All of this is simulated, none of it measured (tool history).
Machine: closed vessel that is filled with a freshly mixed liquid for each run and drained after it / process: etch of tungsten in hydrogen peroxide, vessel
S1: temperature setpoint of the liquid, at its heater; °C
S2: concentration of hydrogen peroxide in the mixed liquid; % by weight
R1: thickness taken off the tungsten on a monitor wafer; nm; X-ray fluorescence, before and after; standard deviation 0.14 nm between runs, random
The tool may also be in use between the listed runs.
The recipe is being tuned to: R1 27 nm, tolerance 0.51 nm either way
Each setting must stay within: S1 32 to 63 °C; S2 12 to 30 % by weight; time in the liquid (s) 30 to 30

run 1 hour=0 | S1=47 S2=22.5 time_in_the_liquid_(s)=30 | R1=53.374
run 2 hour=5.5 | S1=46 S2=22.5 time_in_the_liquid_(s)=30 | R1=50.256
run 3 hour=13.1 | S1=50.5 S2=22.5 time_in_the_liquid_(s)=30 | R1=65.655
run 4 hour=14.3 | S1=50.5 S2=25.5 time_in_the_liquid_(s)=30 | R1=70.237
run 5 hour=20.5 | S1=49 S2=25.5 time_in_the_liquid_(s)=30 | R1=64.432
run 6 hour=21.5 | S1=49 S2=25.5 time_in_the_liquid_(s)=30 | R1=64.081
run 7 hour=24.3 | S1=47.5 S2=25.5 time_in_the_liquid_(s)=30 | R1=58.307
run 8 hour=27.3 | S1=46 S2=25.5 time_in_the_liquid_(s)=30 | R1=53.654
run 9 hour=31.2 | S1=45 S2=25.5 time_in_the_liquid_(s)=30 | R1=50.249
run 10 hour=40.1 | S1=44 S2=25.5 time_in_the_liquid_(s)=30 | R1=46.987
run 11 hour=45 | S1=43 S2=25.5 time_in_the_liquid_(s)=30 | R1=43.876
run 12 hour=53 | S1=42 S2=25.5 time_in_the_liquid_(s)=30 | R1=41.236
run 13 hour=56.9 | S1=41.5 S2=25.5 time_in_the_liquid_(s)=30 | R1=40.134
run 14 hour=61.6 | S1=41 S2=25.5 time_in_the_liquid_(s)=30 | R1=39.156
run 15 hour=63.5 | S1=34 S2=25.5 time_in_the_liquid_(s)=30 | R1=24.305
run 16 hour=71.4 | S1=36 S2=25.5 time_in_the_liquid_(s)=30 | R1=27.868

4 next moves are on the table. One of them brings every result within its allowed miss. Which?
run A hour=79.3 | S1=35.5 S2=28.5 time_in_the_liquid_(s)=30 | R1=?
run B hour=79.3 | S1=35 S2=24.5 time_in_the_liquid_(s)=30 | R1=?
run C hour=79.3 | S1=36 S2=26 time_in_the_liquid_(s)=30 | R1=?
run D hour=79.3 | S1=36 S2=23.5 time_in_the_liquid_(s)=30 | R1=?

move=A R1=28.541
move=B R1=25.589
move=C R1=28.187
move=D R1=26.798
A: further off than the last run
B: the result that was furthest off in the last run now lies on the other side of its target
C: further off than the last run
D: every result lands within tolerance
Answer: D
